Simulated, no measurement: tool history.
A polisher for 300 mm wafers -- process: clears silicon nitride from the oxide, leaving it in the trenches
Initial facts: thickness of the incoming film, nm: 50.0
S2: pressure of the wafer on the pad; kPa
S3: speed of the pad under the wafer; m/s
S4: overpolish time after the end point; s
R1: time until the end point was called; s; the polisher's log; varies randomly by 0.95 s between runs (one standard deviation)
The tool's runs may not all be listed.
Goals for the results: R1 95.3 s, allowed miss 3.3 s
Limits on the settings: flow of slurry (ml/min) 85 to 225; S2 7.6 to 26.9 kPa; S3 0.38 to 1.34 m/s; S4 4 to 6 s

{"run": 1, "hour": 0.0, "flow of slurry (ml/min)": 145, "S2": 17.2, "S3": 0.86, "S4": 6, "R1": 72.136}
{"run": 2, "hour": 3.6, "flow of slurry (ml/min)": 145, "S2": 14.5, "S3": 0.86, "S4": 6, "R1": 81.749}
{"run": 3, "hour": 5.7, "flow of slurry (ml/min)": 145, "S2": 14.5, "S3": 0.98, "S4": 6, "R1": 73.021}
{"run": 4, "hour": 13.7, "flow of slurry (ml/min)": 145, "S2": 17.2, "S3": 0.98, "S4": 6, "R1": 62.44}
{"run": 5, "hour": 22.6, "flow of slurry (ml/min)": 145, "S2": 13.1, "S3": 0.98, "S4": 6, "R1": 78.432}
{"run": 6, "hour": 23.7, "flow of slurry (ml/min)": 145, "S2": 13.1, "S3": 0.98, "S4": 6, "R1": 79.154}
{"run": 7, "hour": 31.7, "flow of slurry (ml/min)": 145, "S2": 12.4, "S3": 0.98, "S4": 6, "R1": 82.679}
{"run": 8, "hour": 34.2, "flow of slurry (ml/min)": 135, "S2": 11, "S3": 0.98, "S4": 6, "R1": 89.912}

Which single option among these 4 for the next run brings every result within its allowed miss of target? Just one does.
{"run": "A", "hour": 36.7, "flow of slurry (ml/min)": 130, "S2": 9.7, "S3": 0.96, "S4": 4, "R1": "?"}
{"run": "B", "hour": 36.7, "flow of slurry (ml/min)": 130, "S2": 16.5, "S3": 0.68, "S4": 6, "R1": "?"}
{"run": "C", "hour": 36.7, "flow of slurry (ml/min)": 170, "S2": 7.6, "S3": 1.04, "S4": 4, "R1": "?"}
{"run": "D", "hour": 36.7, "flow of slurry (ml/min)": 125, "S2": 11.7, "S3": 1.04, "S4": 6, "R1": "?"}

move=A R1=104.08
move=B R1=97.996
move=C R1=106.89
move=D R1=84.848
A: takes the biggest miss from the last run beyond its target
B: each result inside its tolerance
C: takes the biggest miss from the last run beyond its target
D: lands further from the targets than the last run did
B is the move that brings every result within its allowed miss.

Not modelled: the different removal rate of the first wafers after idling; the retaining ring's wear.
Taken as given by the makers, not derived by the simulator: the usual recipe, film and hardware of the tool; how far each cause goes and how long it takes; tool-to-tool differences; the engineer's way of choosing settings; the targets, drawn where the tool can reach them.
